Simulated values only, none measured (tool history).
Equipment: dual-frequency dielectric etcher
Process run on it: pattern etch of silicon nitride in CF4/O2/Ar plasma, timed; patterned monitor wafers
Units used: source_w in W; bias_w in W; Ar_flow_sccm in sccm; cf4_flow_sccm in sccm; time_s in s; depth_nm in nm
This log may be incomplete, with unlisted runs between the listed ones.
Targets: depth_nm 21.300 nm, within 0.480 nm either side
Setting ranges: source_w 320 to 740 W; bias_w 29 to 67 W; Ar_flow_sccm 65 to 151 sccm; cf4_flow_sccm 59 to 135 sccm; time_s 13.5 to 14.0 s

run	hour	source_w	bias_w	Ar_flow_sccm	cf4_flow_sccm	time_s	depth_nm
1	0.0	530	48	108	97	13.5	27.849
2	1.2	500	48	108	97	13.5	26.689
3	4.7	500	48	108	97	13.5	26.763
4	13.3	470	48	108	97	13.5	25.220
5	14.1	470	48	108	97	14.0	26.645
6	16.9	450	48	108	97	14.0	25.446
7	23.0	430	48	108	97	14.0	24.658
8	29.2	420	48	108	97	14.0	24.258
9	36.7	410	48	108	97	14.0	23.721
10	40.1	340	47	108	97	14.0	20.606

Of the 4 settings listed for the next run, only one would bring every result within its allowed miss of target. Which one?
A	43.5	360	46	129	102	13.5	?
B	43.5	340	49	107	89	13.5	?
C	43.5	380	39	125	124	14.0	?
D	43.5	320	45	95	122	13.5	?

move	depth_nm
A	20.095
B	20.072
C	21.185
D	19.690
A: misses by more than the last run did
B: misses by more than the last run did
C: every result lands within tolerance
D: misses by more than the last run did
Move C is the one to make.
